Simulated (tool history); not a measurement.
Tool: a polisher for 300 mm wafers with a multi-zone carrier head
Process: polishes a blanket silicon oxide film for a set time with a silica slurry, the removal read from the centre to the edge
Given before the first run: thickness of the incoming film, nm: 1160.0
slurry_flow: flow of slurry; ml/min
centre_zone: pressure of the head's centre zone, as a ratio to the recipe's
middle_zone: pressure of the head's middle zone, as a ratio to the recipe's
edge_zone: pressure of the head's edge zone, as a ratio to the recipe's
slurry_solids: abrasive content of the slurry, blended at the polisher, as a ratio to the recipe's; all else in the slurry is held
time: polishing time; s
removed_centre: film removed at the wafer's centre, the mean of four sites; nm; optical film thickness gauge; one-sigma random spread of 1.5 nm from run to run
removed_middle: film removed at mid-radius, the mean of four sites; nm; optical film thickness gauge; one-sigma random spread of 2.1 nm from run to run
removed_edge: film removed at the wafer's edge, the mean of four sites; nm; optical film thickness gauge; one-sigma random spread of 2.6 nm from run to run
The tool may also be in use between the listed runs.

run	hour	slurry_flow	centre_zone	middle_zone	edge_zone	slurry_solids	time	removed_centre	removed_middle	removed_edge
1	0	160	1	1	1	1	57	183.26	187.31	193.72
2	0.8	180	1.04	1	1.05	1.05	57	201.14	199.96	209.86
3	3.4	180	1.04	1	1	1.05	57	200.49	199.6	202.51
4	11.2	180	1.04	1	1.09	1.05	57	200.42	202.12	214.02
5	19.2	180	1.07	1	1.09	1.05	57	206.92	196.57	210.51
6	22.2	180	1.02	1	1.09	1.05	57	196.5	198.58	211.94
7	28.8	195	1.06	0.98	1.1	1.05	57	205.98	201.11	214.75

Forecast run 8:
8	32.5	205	1.1	0.97	1.13	1.05	57	?	?	?

Logged for run 8: removed_centre 214.01 nm, removed_middle 201.87 nm, removed_edge 220.28 nm.
